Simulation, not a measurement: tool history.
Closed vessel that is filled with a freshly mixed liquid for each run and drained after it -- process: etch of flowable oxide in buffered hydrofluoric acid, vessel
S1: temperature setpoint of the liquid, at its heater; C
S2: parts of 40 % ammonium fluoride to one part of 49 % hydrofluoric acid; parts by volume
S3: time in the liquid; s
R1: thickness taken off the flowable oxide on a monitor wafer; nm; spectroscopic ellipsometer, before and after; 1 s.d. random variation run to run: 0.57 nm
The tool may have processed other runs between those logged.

run 1 day=0.000 | S1=21.0 S2=18.0 S3=105 | R1=178.44
run 2 day=0.238 | S1=20.5 S2=18.5 S3=105 | R1=168.38
run 3 day=0.525 | S1=17.5 S2=18.5 S3=105 | R1=142.73
run 4 day=0.658 | S1=17.5 S2=18.5 S3=105 | R1=143.43
run 5 day=0.762 | S1=17.5 S2=19.0 S3=105 | R1=138.47
run 6 day=0.900 | S1=17.5 S2=21.5 S3=105 | R1=125.84
-- day=1.083 thermometer replaced
run 7 day=1.083 | S1=17.0 S2=22.0 S3=105 | R1=110.18

Predict the results of run 8:
run 8 day=1.383 | S1=17.5 S2=22.0 S3=105 | R1=?

Logged for run 8: R1 112.74 nm.

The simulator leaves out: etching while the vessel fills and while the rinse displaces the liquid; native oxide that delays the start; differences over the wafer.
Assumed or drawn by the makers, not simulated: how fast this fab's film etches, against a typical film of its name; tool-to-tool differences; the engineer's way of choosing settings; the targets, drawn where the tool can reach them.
